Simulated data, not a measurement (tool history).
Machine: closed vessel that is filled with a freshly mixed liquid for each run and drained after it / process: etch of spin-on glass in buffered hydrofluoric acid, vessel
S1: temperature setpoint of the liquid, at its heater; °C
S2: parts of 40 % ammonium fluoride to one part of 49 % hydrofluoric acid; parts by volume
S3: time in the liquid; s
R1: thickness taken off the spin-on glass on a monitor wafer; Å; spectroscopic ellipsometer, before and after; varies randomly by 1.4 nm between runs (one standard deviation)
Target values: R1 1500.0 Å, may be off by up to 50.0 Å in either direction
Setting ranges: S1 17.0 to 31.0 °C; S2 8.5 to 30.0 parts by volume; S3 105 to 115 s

run,hour,S1,S2,S3,R1
1,0.0,23.0,23.5,105,1974.2
2,5.8,25.0,23.5,105,2229.8
3,9.5,22.0,23.5,105,1896.7
4,17.4,22.0,23.5,115,2080.2
5,23.2,25.0,23.5,115,2482.3
6,28.2,23.5,24.0,115,2181.9
7,35.0,23.5,24.0,115,2216.2
8,37.9,22.5,24.5,115,2075.7
9,45.7,21.5,24.5,115,1961.2
10,46.5,20.5,24.5,115,1865.7
# hour 48.1: hydrofluoric acid flow meter replaced
11,48.1,20.0,24.5,115,1664.4
12,49.1,19.5,24.5,115,1639.9
13,53.8,19.0,24.5,115,1568.9
14,54.5,18.5,24.5,115,1529.8

Of the 4 settings listed for the next run, only one would bring every result within its allowed miss of target. Which one?
A,55.2,19.5,25.0,115,?
B,55.2,19.0,25.0,110,?
C,55.2,18.5,22.5,115,?
D,55.2,17.0,19.5,110,?

move,R1
A,1650.0
B,1534.3
C,1677.0
D,1638.0
A: the biggest miss grows against the last run
B: all results in spec
C: the biggest miss grows against the last run
D: the biggest miss grows against the last run
Correct choice: B, which meets every target

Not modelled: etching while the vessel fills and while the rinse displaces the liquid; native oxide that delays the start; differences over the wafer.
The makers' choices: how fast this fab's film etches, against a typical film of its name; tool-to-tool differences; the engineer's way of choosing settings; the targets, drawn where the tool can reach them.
